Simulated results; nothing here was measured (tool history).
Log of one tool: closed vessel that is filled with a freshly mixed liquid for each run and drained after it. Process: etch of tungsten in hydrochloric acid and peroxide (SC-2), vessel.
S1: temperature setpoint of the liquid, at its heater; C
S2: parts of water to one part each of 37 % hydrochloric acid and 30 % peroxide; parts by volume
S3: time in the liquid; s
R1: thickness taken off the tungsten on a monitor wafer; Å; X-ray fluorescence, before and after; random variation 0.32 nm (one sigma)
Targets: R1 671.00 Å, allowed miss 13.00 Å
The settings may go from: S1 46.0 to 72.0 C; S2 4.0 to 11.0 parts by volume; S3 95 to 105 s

run 1 hour=0.0 | S1=62.0 S2=6.0 S3=95 | R1=585.48
run 2 hour=3.6 | S1=62.0 S2=6.0 S3=105 | R1=640.29
run 3 hour=4.8 | S1=55.5 S2=6.0 S3=105 | R1=428.50
run 4 hour=7.5 | S1=57.5 S2=6.0 S3=105 | R1=487.68
run 5 hour=10.1 | S1=57.5 S2=8.0 S3=105 | R1=389.31
run 6 hour=17.5 | S1=57.5 S2=8.5 S3=105 | R1=371.42
run 7 hour=21.6 | S1=60.0 S2=8.5 S3=105 | R1=432.58
run 8 hour=30.2 | S1=62.0 S2=8.5 S3=105 | R1=486.65
run 9 hour=35.1 | S1=63.5 S2=8.5 S3=105 | R1=541.55
run 10 hour=36.1 | S1=67.5 S2=8.5 S3=105 | R1=688.26

4 next moves are on the table. One of them brings every result within its allowed miss. Which?
run A hour=37.1 | S1=69.5 S2=9.5 S3=100 | R1=?
run B hour=37.1 | S1=68.5 S2=8.5 S3=105 | R1=?
run C hour=37.1 | S1=68.5 S2=9.0 S3=105 | R1=?
run D hour=37.1 | S1=69.0 S2=8.5 S3=100 | R1=?

move=A R1=672.35
move=B R1=728.55
move=C R1=695.44
move=D R1=714.83
A: meets every target
B: further off than the last run
C: further off than the last run
D: further off than the last run
Move A is the one to make.

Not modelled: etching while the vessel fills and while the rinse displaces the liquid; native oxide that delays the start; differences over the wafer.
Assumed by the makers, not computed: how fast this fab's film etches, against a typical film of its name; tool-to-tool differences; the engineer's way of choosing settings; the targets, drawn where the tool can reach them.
